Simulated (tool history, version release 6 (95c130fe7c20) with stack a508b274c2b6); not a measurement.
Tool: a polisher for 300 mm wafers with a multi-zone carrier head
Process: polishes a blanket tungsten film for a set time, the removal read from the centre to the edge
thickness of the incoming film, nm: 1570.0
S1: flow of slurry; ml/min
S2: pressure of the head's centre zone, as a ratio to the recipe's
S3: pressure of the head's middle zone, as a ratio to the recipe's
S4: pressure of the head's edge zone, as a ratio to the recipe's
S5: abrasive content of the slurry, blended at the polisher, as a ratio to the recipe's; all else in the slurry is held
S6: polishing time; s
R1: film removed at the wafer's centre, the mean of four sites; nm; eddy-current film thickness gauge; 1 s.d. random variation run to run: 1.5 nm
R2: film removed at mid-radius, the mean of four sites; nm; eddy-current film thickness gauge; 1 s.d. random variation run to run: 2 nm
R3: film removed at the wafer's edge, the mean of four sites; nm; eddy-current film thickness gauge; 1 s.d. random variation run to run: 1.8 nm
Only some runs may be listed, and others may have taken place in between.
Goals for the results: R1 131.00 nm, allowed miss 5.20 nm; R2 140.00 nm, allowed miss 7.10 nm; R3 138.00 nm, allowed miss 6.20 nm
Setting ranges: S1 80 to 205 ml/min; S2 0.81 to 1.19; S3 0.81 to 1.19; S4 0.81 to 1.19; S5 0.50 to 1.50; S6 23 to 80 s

{"run": 1, "hour": 0.0, "S1": 135, "S2": 1.0, "S3": 1.0, "S4": 1.0, "S5": 1.0, "S6": 51, "R1": 222.75, "R2": 221.89, "R3": 222.96}
{"run": 2, "hour": 6.1, "S1": 130, "S2": 0.98, "S3": 0.99, "S4": 0.98, "S5": 0.9, "S6": 48, "R1": 202.8, "R2": 201.49, "R3": 201.27}
{"run": 3, "hour": 10.6, "S1": 120, "S2": 0.98, "S3": 0.99, "S4": 0.98, "S5": 0.9, "S6": 48, "R1": 194.67, "R2": 203.65, "R3": 203.19}
{"run": 4, "hour": 18.4, "S1": 120, "S2": 0.96, "S3": 0.98, "S4": 0.97, "S5": 0.85, "S6": 46, "R1": 183.05, "R2": 187.65, "R3": 185.36}
{"run": 5, "hour": 19.1, "S1": 115, "S2": 0.94, "S3": 0.97, "S4": 0.96, "S5": 0.8, "S6": 45, "R1": 177.44, "R2": 180.47, "R3": 179.24}
{"run": 6, "hour": 22.9, "S1": 115, "S2": 0.94, "S3": 0.97, "S4": 0.96, "S5": 0.9, "S6": 45, "R1": 181.23, "R2": 185.84, "R3": 183.01}
{"run": 7, "hour": 31.0, "S1": 110, "S2": 0.93, "S3": 0.97, "S4": 0.96, "S5": 0.85, "S6": 44, "R1": 171.4, "R2": 172.62, "R3": 177.78}
{"run": 8, "hour": 36.4, "S1": 110, "S2": 0.91, "S3": 0.97, "S4": 0.95, "S5": 0.8, "S6": 43, "R1": 163.54, "R2": 169.77, "R3": 173.51}
{"run": 9, "hour": 38.0, "S1": 110, "S2": 0.9, "S3": 0.97, "S4": 0.94, "S5": 0.75, "S6": 42, "R1": 159.21, "R2": 158.58, "R3": 164.38}
{"run": 10, "hour": 39.1, "S1": 105, "S2": 0.89, "S3": 0.99, "S4": 0.93, "S5": 0.7, "S6": 41, "R1": 147.78, "R2": 159.01, "R3": 153.72}
{"run": 11, "hour": 42.6, "S1": 105, "S2": 0.88, "S3": 0.98, "S4": 0.92, "S5": 0.65, "S6": 41, "R1": 143.2, "R2": 153.31, "R3": 152.82}
{"run": 12, "hour": 45.8, "S1": 105, "S2": 0.88, "S3": 0.98, "S4": 0.91, "S5": 0.65, "S6": 41, "R1": 145.36, "R2": 150.38, "R3": 147.13}
{"run": 13, "hour": 51.1, "S1": 105, "S2": 0.87, "S3": 0.98, "S4": 0.91, "S5": 0.65, "S6": 41, "R1": 145.23, "R2": 154.25, "R3": 147.09}
{"run": 14, "hour": 56.7, "S1": 100, "S2": 0.86, "S3": 0.98, "S4": 0.91, "S5": 0.65, "S6": 41, "R1": 138.08, "R2": 149.99, "R3": 150.52}
{"run": 15, "hour": 64.0, "S1": 100, "S2": 0.86, "S3": 0.98, "S4": 0.9, "S5": 0.65, "S6": 41, "R1": 141.28, "R2": 152.49, "R3": 150.64}
{"run": 16, "hour": 64.7, "S1": 90, "S2": 0.84, "S3": 0.95, "S4": 0.85, "S5": 0.5, "S6": 40, "R1": 127.04, "R2": 134.39, "R3": 130.0}
{"run": 17, "hour": 66.4, "S1": 90, "S2": 0.84, "S3": 0.95, "S4": 0.86, "S5": 0.5, "S6": 40, "R1": 124.16, "R2": 136.47, "R3": 127.64}

Exactly one of the 4 candidate moves below puts every result within its allowed miss. Which one?
{"run": "A", "hour": 68.1, "S1": 80, "S2": 0.88, "S3": 1.12, "S4": 0.82, "S5": 0.5, "S6": 36, "R1": "?", "R2": "?", "R3": "?"}
{"run": "B", "hour": 68.1, "S1": 80, "S2": 0.87, "S3": 0.97, "S4": 0.9, "S5": 0.6, "S6": 40, "R1": "?", "R2": "?", "R3": "?"}
{"run": "C", "hour": 68.1, "S1": 80, "S2": 0.84, "S3": 1.05, "S4": 0.81, "S5": 0.5, "S6": 37, "R1": "?", "R2": "?", "R3": "?"}
{"run": "D", "hour": 68.1, "S1": 100, "S2": 0.91, "S3": 1.02, "S4": 0.82, "S5": 0.5, "S6": 39, "R1": "?", "R2": "?", "R3": "?"}

move=A R1=114.18 R2=136.67 R3=113.76
move=B R1=132.06 R2=140.92 R3=138.47
move=C R1=114.36 R2=132.95 R3=116.40
move=D R1=130.41 R2=140.93 R3=126.01
A: misses by more than the last run did
B: hits every target within its allowed miss
C: misses by more than the last run did
D: misses by more than the last run did
Go with B: it meets all targets.
